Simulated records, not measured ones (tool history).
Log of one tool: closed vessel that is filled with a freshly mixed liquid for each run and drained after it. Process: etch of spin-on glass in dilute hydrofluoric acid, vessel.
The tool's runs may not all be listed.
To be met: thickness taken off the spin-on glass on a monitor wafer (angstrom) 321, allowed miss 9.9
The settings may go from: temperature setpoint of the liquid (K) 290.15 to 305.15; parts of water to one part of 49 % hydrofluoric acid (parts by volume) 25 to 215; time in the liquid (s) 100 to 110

run,hour,temperature setpoint of the liquid (K),parts of water to one part of 49 % hydrofluoric acid (parts by volume),time in the liquid (s),thickness taken off the spin-on glass on a monitor wafer (angstrom)
1,0,297.15,120,100,370.35
2,5,295.15,120,100,336.17
3,11.5,295.15,85,100,494.38
4,13.4,295.15,85,110,547.52
5,18.3,294.15,90,110,489.85
6,26.1,294.15,90,110,489.51
# hour 31.2: hydrofluoric acid flow meter replaced
7,31.2,293.65,95,110,505.14
8,38.5,293.65,105,110,442.73
9,43.1,293.65,105,110,444.22

Which of these 5 next moves meets every target?
A,47.7,294.15,130,100,?
B,47.7,292.15,115,100,?
C,47.7,291.15,110,100,?
D,47.7,294.65,130,105,?
E,47.7,292.65,115,100,?

move,thickness taken off the spin-on glass on a monitor wafer (angstrom)
A,324.81
B,344.15
C,347.06
D,347.9
E,351.27
A: meets every target
B: nearer than the last run, and not there yet
C: nearer than the last run, and not there yet
D: nearer than the last run, and not there yet
E: nearer than the last run, and not there yet
The right move is A.
